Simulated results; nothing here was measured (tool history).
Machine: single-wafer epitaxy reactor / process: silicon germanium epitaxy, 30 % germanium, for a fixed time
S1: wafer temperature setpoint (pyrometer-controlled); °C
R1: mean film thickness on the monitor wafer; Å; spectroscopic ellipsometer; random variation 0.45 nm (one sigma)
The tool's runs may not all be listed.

{"run": 1, "hour": 0.0, "S1": 625, "chamber pressure (mTorr)": 23300, "R1": 914.45}
{"run": 2, "hour": 4.3, "S1": 635, "chamber pressure (mTorr)": 23300, "R1": 1067.6}
{"run": 3, "hour": 5.8, "S1": 630, "chamber pressure (mTorr)": 23100, "R1": 994.25}
{"run": 4, "hour": 12.1, "S1": 620, "chamber pressure (mTorr)": 23100, "R1": 837.83}
{"run": 5, "hour": 12.7, "S1": 620, "chamber pressure (mTorr)": 25700, "R1": 894.14}
{"run": 6, "hour": 14.2, "S1": 618, "chamber pressure (mTorr)": 25600, "R1": 866.54}
{"run": 7, "hour": 21.7, "S1": 616, "chamber pressure (mTorr)": 25600, "R1": 834.21}

Run 8, settings as shown, results not yet in. Your forecast:
{"run": 8, "hour": 28.6, "S1": 615, "chamber pressure (mTorr)": 25600, "R1": "?"}

R1: 826.21 Å

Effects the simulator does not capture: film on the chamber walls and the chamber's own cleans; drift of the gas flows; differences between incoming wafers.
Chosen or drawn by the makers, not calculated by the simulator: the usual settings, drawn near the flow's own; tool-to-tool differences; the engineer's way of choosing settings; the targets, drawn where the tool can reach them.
